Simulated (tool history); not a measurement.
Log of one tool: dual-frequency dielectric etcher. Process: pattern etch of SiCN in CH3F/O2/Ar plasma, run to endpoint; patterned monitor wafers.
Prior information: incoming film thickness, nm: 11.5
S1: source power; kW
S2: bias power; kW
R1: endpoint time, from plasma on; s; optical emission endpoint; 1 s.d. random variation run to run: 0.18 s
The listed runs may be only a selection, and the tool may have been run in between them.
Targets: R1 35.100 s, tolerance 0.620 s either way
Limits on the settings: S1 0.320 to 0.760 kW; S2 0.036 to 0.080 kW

run  hour     S1     S2      R1
  1   0.0  0.540  0.058  28.665
  2   5.5  0.540  0.063  28.492
  3  14.4  0.500  0.059  29.799
  4  19.8  0.540  0.059  28.716
  5  21.0  0.600  0.059  27.107
  6  28.3  0.510  0.059  29.431
  7  31.7  0.480  0.058  30.414
  8  40.7  0.450  0.057  31.694
  9  42.9  0.450  0.057  31.291
 10  44.6  0.340  0.051  37.546
 11  49.5  0.350  0.051  36.576
 12  57.4  0.360  0.051  35.930

Exactly one of the 4 candidate moves below puts every result within its allowed miss. Which one?
  A  65.3  0.370  0.064   ?
  B  65.3  0.380  0.050   ?
  C  65.3  0.420  0.053   ?
  D  65.3  0.360  0.044   ?

move      R1
   A  33.454
   B  34.962
   C  32.806
   D  36.956
A: moves the result that the last run missed by most past its target, out the other side
B: every result within its allowed miss
C: moves the result that the last run missed by most past its target, out the other side
D: misses by more than the last run did
So the answer is move B, the one that meets all the targets.
